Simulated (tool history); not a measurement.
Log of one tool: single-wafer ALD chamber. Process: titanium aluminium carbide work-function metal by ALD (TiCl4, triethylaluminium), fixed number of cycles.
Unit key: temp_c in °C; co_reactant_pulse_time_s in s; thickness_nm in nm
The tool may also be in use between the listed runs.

Run 1, hour 0.0: temp_c 320 °C, co_reactant_pulse_time_s 9.15 s. Result: thickness_nm 2.15120 nm.
Run 2, hour 7.2: temp_c 320 °C, co_reactant_pulse_time_s 7.09 s. Result: thickness_nm 1.96700 nm.
Run 3, hour 14.3: temp_c 313 °C, co_reactant_pulse_time_s 6.01 s. Result: thickness_nm 1.71420 nm.
Run 4, hour 19.8: temp_c 313 °C, co_reactant_pulse_time_s 4.06 s. Result: thickness_nm 0.88840 nm.
Run 5, hour 26.5: temp_c 318 °C, co_reactant_pulse_time_s 4.06 s. Result: thickness_nm 0.90357 nm.
Run 6, hour 28.7: temp_c 312 °C, co_reactant_pulse_time_s 4.27 s. Result: thickness_nm 1.02020 nm.
Run 7, hour 36.4: temp_c 309 °C, co_reactant_pulse_time_s 4.50 s. Result: thickness_nm 1.13390 nm.
Run 8, hour 39.8: temp_c 306 °C, co_reactant_pulse_time_s 4.54 s. Result: thickness_nm 1.14130 nm.
Run 9, hour 45.7: temp_c 304 °C, co_reactant_pulse_time_s 4.67 s. Result: thickness_nm 1.20860 nm.
Run 10, hour 49.4: temp_c 302 °C, co_reactant_pulse_time_s 4.72 s. Result: thickness_nm 1.21070 nm.
Run 11, hour 57.9: temp_c 314 °C, co_reactant_pulse_time_s 7.65 s. Result: thickness_nm 1.98250 nm.
Run 12, hour 63.3: temp_c 319 °C, co_reactant_pulse_time_s 7.18 s. Result: thickness_nm 1.96810 nm.
Run 13, hour 66.5: temp_c 307 °C, co_reactant_pulse_time_s 4.25 s. Result: thickness_nm 0.99214 nm.
Run 14, hour 73.5: temp_c 306 °C, co_reactant_pulse_time_s 4.59 s. Result: thickness_nm 1.17110 nm.
Run 15, hour 77.0: temp_c 304 °C, co_reactant_pulse_time_s 4.67 s. Result: thickness_nm 1.20020 nm.
Run 16, hour 83.0: temp_c 302 °C, co_reactant_pulse_time_s 4.74 s. Result: thickness_nm 1.21240 nm.
Run 17, hour 90.9: temp_c 301 °C, co_reactant_pulse_time_s 4.83 s. Result: thickness_nm 1.25960 nm.
Run 18, hour 91.4: temp_c 300 °C, co_reactant_pulse_time_s 4.87 s. Result: thickness_nm 1.27040 nm.
Run 19, hour 99.6: temp_c 299 °C, co_reactant_pulse_time_s 4.91 s. Result: thickness_nm 1.27740 nm.

What does the tool deliver on the next run?
Run 20, hour 108.2: temp_c 298 °C, co_reactant_pulse_time_s 4.95 s. Result: thickness_nm ?.

thickness_nm: 1.29590 nm
